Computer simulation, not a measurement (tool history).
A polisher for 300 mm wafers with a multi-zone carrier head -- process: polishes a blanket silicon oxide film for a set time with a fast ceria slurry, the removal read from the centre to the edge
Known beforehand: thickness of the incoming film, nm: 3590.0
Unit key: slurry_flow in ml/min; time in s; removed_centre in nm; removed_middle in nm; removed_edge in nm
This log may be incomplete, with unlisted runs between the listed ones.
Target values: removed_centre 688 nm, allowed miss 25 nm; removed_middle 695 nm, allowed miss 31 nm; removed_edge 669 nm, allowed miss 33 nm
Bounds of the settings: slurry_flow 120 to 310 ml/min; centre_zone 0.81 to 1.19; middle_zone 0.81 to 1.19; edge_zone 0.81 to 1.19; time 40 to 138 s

run  hour  slurry_flow  centre_zone  middle_zone  edge_zone  time  removed_centre  removed_middle  removed_edge
  1     0          200            1            1          1    88          1134.9          1172.3        1177.2
  2   5.9          200            1            1       1.06    88          1139.9          1172.7          1251
  3  14.2          200            1            1       1.06    77          1019.5          992.62          1089
  4  22.4          160            1            1       1.06    77          942.33          966.99        1048.2
  5  30.5          160            1            1       1.06    98          1220.4          1230.6        1311.2
  6  33.1          160            1            1       1.06   114          1406.1          1466.3        1510.7
     40.6  -- slurry nozzle cleaned
  7  40.6          155            1            1       1.04   107          1429.8          1461.6        1487.1
  8  45.8          155         1.01         1.02       1.05   100          1351.1          1421.8        1375.4
  9  52.9          150         1.01         1.01       1.03    94            1256          1247.4        1299.1
 10  53.5          160            1         1.01       1.01    88          1192.4          1214.4        1204.6
 11  58.7          155         0.99            1       0.99    83          1100.9          1145.6        1115.2
 12  64.5          155         0.98          0.9       0.89    58          752.08          725.86        765.67
 13  65.8          160         0.99         0.97       0.81    48          633.56          629.93        601.82
 14    71          160         0.99         0.97       0.82    48          637.38          647.08         594.7

Which one of the following 4 next-run settings gets every result inside its allowed miss? There is exactly one.
  A  76.2          160         0.81         0.81          1    56               ?               ?             ?
  B  76.2          180         0.97         0.95       0.84    52               ?               ?             ?
  C  76.2          120         0.82         0.97       0.95    55               ?               ?             ?
  D  76.2          150         0.97         0.81          1    52               ?               ?             ?

move  removed_centre  removed_middle  removed_edge
   A           610.1          644.81        776.71
   B          695.89          696.71        674.02
   C          566.79          691.52        711.13
   D          670.21          590.96        714.87
A: moves the result that the last run missed by most past its target, out the other side
B: in spec on every target
C: moves the result that the last run missed by most past its target, out the other side
D: moves the result that the last run missed by most past its target, out the other side
B is the move that brings every result within its allowed miss.

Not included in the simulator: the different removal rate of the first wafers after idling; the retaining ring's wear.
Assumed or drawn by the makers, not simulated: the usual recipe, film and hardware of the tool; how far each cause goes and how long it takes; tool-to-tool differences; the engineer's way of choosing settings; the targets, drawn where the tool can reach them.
